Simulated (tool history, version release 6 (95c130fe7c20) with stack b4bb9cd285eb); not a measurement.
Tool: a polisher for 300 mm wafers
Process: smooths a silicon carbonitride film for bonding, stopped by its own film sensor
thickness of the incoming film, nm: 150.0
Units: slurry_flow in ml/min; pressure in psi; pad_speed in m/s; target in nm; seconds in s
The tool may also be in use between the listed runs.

run 1 day=0.000 | slurry_flow=165 pressure=2.6 pad_speed=0.70 slurry_solids=1.0 target=123 | seconds=101.020
run 2 day=0.204 | slurry_flow=165 pressure=2.5 pad_speed=0.70 slurry_solids=1.0 target=123 | seconds=105.400
run 3 day=0.304 | slurry_flow=165 pressure=2.5 pad_speed=0.82 slurry_solids=1.0 target=123 | seconds=91.474
run 4 day=0.471 | slurry_flow=165 pressure=2.5 pad_speed=0.82 slurry_solids=1.0 target=123 | seconds=91.358
run 5 day=0.758 | slurry_flow=140 pressure=2.5 pad_speed=0.82 slurry_solids=1.0 target=123 | seconds=95.378
run 6 day=1.017 | slurry_flow=140 pressure=2.5 pad_speed=0.92 slurry_solids=1.0 target=123 | seconds=89.663

Forecast run 7:
run 7 day=1.217 | slurry_flow=140 pressure=2.3 pad_speed=0.90 slurry_solids=1.0 target=123 | seconds=?

Run 7 gave seconds 98.758 s.
